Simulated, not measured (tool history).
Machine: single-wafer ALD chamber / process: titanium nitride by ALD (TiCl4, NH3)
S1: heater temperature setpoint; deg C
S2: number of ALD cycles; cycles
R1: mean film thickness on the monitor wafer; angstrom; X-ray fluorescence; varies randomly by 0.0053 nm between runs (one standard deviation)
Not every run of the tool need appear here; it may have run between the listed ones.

run 1 hour=0.0 | S1=385 S2=55 NH3_pulse_time_(s)=1.43 | R1=11.457
run 2 hour=3.8 | S1=385 S2=55 NH3_pulse_time_(s)=1.11 | R1=11.156
run 3 hour=9.7 | S1=383 S2=55 NH3_pulse_time_(s)=1.04 | R1=11.070
run 4 hour=13.0 | S1=383 S2=55 NH3_pulse_time_(s)=1.19 | R1=11.108
run 5 hour=16.9 | S1=383 S2=57 NH3_pulse_time_(s)=1.19 | R1=11.616
run 6 hour=19.2 | S1=389 S2=57 NH3_pulse_time_(s)=1.19 | R1=11.867
run 7 hour=21.8 | S1=387 S2=57 NH3_pulse_time_(s)=1.14 | R1=11.708
run 8 hour=25.3 | S1=385 S2=57 NH3_pulse_time_(s)=1.08 | R1=11.404
run 9 hour=33.7 | S1=383 S2=57 NH3_pulse_time_(s)=1.07 | R1=11.335
run 10 hour=41.6 | S1=381 S2=57 NH3_pulse_time_(s)=1.07 | R1=11.394
run 11 hour=44.6 | S1=380 S2=57 NH3_pulse_time_(s)=1.05 | R1=11.450
run 12 hour=46.0 | S1=379 S2=57 NH3_pulse_time_(s)=0.99 | R1=11.131
run 13 hour=51.9 | S1=378 S2=57 NH3_pulse_time_(s)=0.99 | R1=11.268
run 14 hour=57.8 | S1=377 S2=57 NH3_pulse_time_(s)=0.96 | R1=11.058

Predict the results of run 15:
run 15 hour=65.2 | S1=376 S2=57 NH3_pulse_time_(s)=0.96 | R1=?

R1: 11.148 angstrom

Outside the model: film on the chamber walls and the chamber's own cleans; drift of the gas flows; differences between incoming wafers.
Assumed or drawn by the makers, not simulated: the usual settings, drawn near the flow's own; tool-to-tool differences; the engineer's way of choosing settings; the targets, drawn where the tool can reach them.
